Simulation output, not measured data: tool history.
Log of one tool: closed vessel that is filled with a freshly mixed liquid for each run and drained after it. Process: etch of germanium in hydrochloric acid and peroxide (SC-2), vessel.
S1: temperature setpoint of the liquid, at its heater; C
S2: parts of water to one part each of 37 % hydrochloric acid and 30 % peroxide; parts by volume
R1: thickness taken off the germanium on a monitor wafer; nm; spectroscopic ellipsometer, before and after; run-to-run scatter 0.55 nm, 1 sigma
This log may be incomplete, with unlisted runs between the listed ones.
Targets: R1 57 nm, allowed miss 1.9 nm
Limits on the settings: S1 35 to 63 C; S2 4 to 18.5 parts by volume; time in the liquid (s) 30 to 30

{"run": 1, "day": 0.0, "S1": 47, "S2": 10.5, "time in the liquid (s)": 30, "R1": 76.246}
{"run": 2, "day": 0.267, "S1": 45, "S2": 10.5, "time in the liquid (s)": 30, "R1": 71.063}
{"run": 3, "day": 0.596, "S1": 43.5, "S2": 10.5, "time in the liquid (s)": 30, "R1": 67.761}
{"run": 4, "day": 0.954, "S1": 42.5, "S2": 10.5, "time in the liquid (s)": 30, "R1": 64.72}
{"run": 5, "day": 1.296, "S1": 48.5, "S2": 10.5, "time in the liquid (s)": 30, "R1": 79.371}
{"run": 6, "day": 1.388, "S1": 46.5, "S2": 10.5, "time in the liquid (s)": 30, "R1": 73.767}
{"run": 7, "day": 1.654, "S1": 45, "S2": 10.5, "time in the liquid (s)": 30, "R1": 69.6}
{"run": 8, "day": 1.988, "S1": 44, "S2": 10.5, "time in the liquid (s)": 30, "R1": 67.664}
{"run": 9, "day": 2.029, "S1": 43, "S2": 10.5, "time in the liquid (s)": 30, "R1": 66.524}
{"run": 10, "day": 2.125, "S1": 42, "S2": 10.5, "time in the liquid (s)": 30, "R1": 64.405}
{"run": 11, "day": 2.438, "S1": 41, "S2": 10.5, "time in the liquid (s)": 30, "R1": 62.48}

Which single option among these 4 for the next run brings every result within its allowed miss of target? Just one does.
{"run": "A", "day": 2.75, "S1": 40.5, "S2": 9, "time in the liquid (s)": 30, "R1": "?"}
{"run": "B", "day": 2.75, "S1": 38.5, "S2": 10, "time in the liquid (s)": 30, "R1": "?"}
{"run": "C", "day": 2.75, "S1": 41, "S2": 10, "time in the liquid (s)": 30, "R1": "?"}
{"run": "D", "day": 2.75, "S1": 39.5, "S2": 7.5, "time in the liquid (s)": 30, "R1": "?"}

move=A R1=62.407
move=B R1=57.862
move=C R1=62.96
move=D R1=60.98
A: about as far from the targets as the last run
B: every result within its allowed miss
C: moves away from the targets compared with the last run
D: closer than the last run, but not yet in spec
B is the move that brings every result within its allowed miss.

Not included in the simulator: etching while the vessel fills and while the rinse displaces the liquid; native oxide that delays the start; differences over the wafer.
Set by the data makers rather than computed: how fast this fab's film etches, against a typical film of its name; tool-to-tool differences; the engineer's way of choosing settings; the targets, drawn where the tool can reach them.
